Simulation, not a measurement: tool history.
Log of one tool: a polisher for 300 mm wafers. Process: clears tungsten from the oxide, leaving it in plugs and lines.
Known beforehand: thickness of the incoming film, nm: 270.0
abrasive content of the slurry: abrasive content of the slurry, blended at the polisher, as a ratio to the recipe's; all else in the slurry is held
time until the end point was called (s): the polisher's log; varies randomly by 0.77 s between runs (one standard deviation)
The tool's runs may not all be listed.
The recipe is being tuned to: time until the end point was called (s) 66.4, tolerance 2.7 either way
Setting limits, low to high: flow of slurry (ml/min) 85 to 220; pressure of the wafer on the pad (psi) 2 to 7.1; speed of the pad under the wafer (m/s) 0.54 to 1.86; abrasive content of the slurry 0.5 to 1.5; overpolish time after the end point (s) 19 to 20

run,hour,flow of slurry (ml/min),pressure of the wafer on the pad (psi),speed of the pad under the wafer (m/s),abrasive content of the slurry,overpolish time after the end point (s),time until the end point was called (s)
1,0,140,4.5,1.18,1,19,49.185
2,1.4,140,4.5,1.18,0.9,19,51.474
3,7.9,140,4.5,1.18,0.9,20,51.11
4,15.4,140,4.5,1.18,1.1,20,49.466
5,20.4,140,4.5,1.18,1.1,19,48.545
6,27.9,140,4.5,1.4,1.1,19,41.586
7,35.6,140,4.2,1.4,1.1,19,43.366
8,42.9,140,3.9,1.4,1.1,19,48.184
9,46.2,140,3.7,1.4,1.1,19,50.841
10,49,140,3.6,1.4,1.1,19,51.286
11,58,140,3.5,1.4,1.1,19,52.557
12,58.6,140,3.4,1.4,1.1,19,54.049
13,63.9,140,3.3,1.4,1.1,19,55.377
14,66.9,140,3.2,1.4,1.1,19,57.969
15,69.8,140,3.1,1.4,1.1,19,59.543
16,73.1,140,3,1.4,1.1,19,60.139

Exactly one of the 5 candidate moves below puts every result within its allowed miss. Which one?
A,76.4,155,3.2,1.34,1.1,19,?
B,76.4,130,3.3,1.46,1.2,20,?
C,76.4,175,3.1,1.52,0.95,19,?
D,76.4,125,2.9,1.36,1.1,20,?
E,76.4,155,3,1.58,1.1,19,?

move,time until the end point was called (s)
A,57.487
B,51.798
C,53.192
D,64.217
E,51.948
A: the biggest miss grows against the last run
B: the biggest miss grows against the last run
C: the biggest miss grows against the last run
D: in spec on every target
E: the biggest miss grows against the last run
Go with D: it meets all targets.

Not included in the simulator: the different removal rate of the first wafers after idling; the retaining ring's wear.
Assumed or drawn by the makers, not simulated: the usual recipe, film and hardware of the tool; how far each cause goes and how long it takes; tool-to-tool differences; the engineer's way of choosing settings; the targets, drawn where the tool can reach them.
